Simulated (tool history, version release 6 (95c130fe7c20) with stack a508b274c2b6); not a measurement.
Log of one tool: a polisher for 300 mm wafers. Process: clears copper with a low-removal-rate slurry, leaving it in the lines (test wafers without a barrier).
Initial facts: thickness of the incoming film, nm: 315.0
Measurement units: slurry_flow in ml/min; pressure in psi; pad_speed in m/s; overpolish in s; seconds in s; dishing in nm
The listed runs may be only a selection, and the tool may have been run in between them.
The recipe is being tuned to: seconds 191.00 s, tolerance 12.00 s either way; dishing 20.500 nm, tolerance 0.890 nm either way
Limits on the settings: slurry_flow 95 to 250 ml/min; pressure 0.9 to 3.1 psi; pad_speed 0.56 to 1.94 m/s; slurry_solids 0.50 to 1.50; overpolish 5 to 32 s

run	hour	slurry_flow	pressure	pad_speed	slurry_solids	overpolish	seconds	dishing
1	0.0	160	2.0	1.24	1.00	16	163.59	24.653
2	6.0	160	2.0	1.54	1.00	16	139.24	29.899
3	9.7	130	2.0	1.54	1.00	16	144.21	27.800
4	15.0	130	1.8	1.54	1.00	16	155.42	25.833
5	17.3	130	1.8	1.54	1.00	12	158.44	20.264
6	25.8	120	1.7	1.54	1.00	13	170.11	20.420
7	31.5	115	1.6	1.54	1.00	14	179.08	20.595
# hour 37.8: worn pad replaced by a new one
8	37.8	110	1.5	1.54	1.00	15	172.71	22.348

Which one of the following 4 next-run settings gets every result inside its allowed miss? There is exactly one.
A	44.1	95	1.4	1.56	0.90	15	?	?
B	44.1	95	1.4	1.52	1.05	17	?	?
C	44.1	180	1.2	1.66	1.00	18	?	?
D	44.1	100	1.5	1.40	1.00	21	?	?

move	seconds	dishing
A	194.63	20.293
B	191.92	23.049
C	172.79	26.498
D	195.75	27.468
A: each result inside its tolerance
B: the biggest miss grows against the last run
C: the biggest miss grows against the last run
D: the biggest miss grows against the last run
Correct choice: A, which meets every target
